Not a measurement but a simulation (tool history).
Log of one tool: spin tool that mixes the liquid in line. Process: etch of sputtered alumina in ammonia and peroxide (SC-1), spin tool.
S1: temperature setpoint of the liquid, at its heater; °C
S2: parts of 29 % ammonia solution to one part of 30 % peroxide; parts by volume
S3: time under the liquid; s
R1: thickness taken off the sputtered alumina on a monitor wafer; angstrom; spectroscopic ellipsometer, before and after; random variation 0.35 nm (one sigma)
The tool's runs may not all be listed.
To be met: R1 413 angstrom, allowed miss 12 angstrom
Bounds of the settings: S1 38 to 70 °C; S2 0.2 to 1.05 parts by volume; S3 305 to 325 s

run 1 hour=0 | S1=54 S2=0.55 S3=305 | R1=231.87
run 2 hour=7.1 | S1=54 S2=0.7 S3=305 | R1=240.71
run 3 hour=14.8 | S1=57 S2=0.7 S3=305 | R1=276.62
run 4 hour=18.9 | S1=57 S2=0.7 S3=305 | R1=281.91
run 5 hour=25.8 | S1=57 S2=0.7 S3=325 | R1=298.85
run 6 hour=29.9 | S1=57 S2=0.7 S3=305 | R1=276.05
run 7 hour=30.7 | S1=59.5 S2=0.7 S3=305 | R1=319.87
run 8 hour=34.1 | S1=61 S2=0.7 S3=305 | R1=342.31
run 9 hour=38.8 | S1=62 S2=0.7 S3=305 | R1=357.71
run 10 hour=45.2 | S1=63 S2=0.7 S3=305 | R1=373.84
run 11 hour=52.3 | S1=63 S2=0.7 S3=305 | R1=382.41
run 12 hour=60 | S1=63.5 S2=0.7 S3=305 | R1=389.81
run 13 hour=64.2 | S1=64 S2=0.7 S3=305 | R1=390.15
run 14 hour=72.9 | S1=65.5 S2=0.7 S3=305 | R1=430.56

Which of these 4 next moves meets every target?
run A hour=81.6 | S1=63.5 S2=0.75 S3=325 | R1=?
run B hour=81.6 | S1=66 S2=0.9 S3=305 | R1=?
run C hour=81.6 | S1=65.5 S2=0.65 S3=325 | R1=?
run D hour=81.6 | S1=67 S2=0.55 S3=305 | R1=?

move=A R1=417.85
move=B R1=451.73
move=C R1=455.41
move=D R1=452.94
A: meets every target
B: further off than the last run
C: further off than the last run
D: further off than the last run
The right move is A.
